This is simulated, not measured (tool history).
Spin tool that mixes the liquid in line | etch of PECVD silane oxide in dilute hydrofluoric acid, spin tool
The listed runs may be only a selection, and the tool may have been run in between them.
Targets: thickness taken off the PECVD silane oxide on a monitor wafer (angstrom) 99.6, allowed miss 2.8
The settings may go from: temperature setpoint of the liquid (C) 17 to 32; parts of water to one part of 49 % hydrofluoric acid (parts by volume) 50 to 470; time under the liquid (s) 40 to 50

run	day	temperature setpoint of the liquid (C)	parts of water to one part of 49 % hydrofluoric acid (parts by volume)	time under the liquid (s)	thickness taken off the PECVD silane oxide on a monitor wafer (angstrom)
1	0	24	260	50	43.736
2	0.088	26.5	220	50	59.032
3	0.2	28	200	50	70.644
4	0.233	29	190	50	77.329
5	0.462	29	190	40	61.916
6	0.638	32	190	40	68.704
7	0.846	32	165	40	82.55
8	1.075	32	155	40	87.357
9	1.188	32	150	40	92.151

Next run, 4 choices. One meets every target within its allowed miss, the rest don't. Which?
A	1.3	31.5	155	40	?
B	1.3	28.5	150	50	?
C	1.3	32	165	40	?
D	1.3	32	180	45	?

move	thickness taken off the PECVD silane oxide on a monitor wafer (angstrom)
A	86.023
B	100.43
C	81.139
D	82.026
A: its largest miss is bigger than the last run's
B: all results in spec
C: its largest miss is bigger than the last run's
D: its largest miss is bigger than the last run's
Correct choice: B, which meets every target
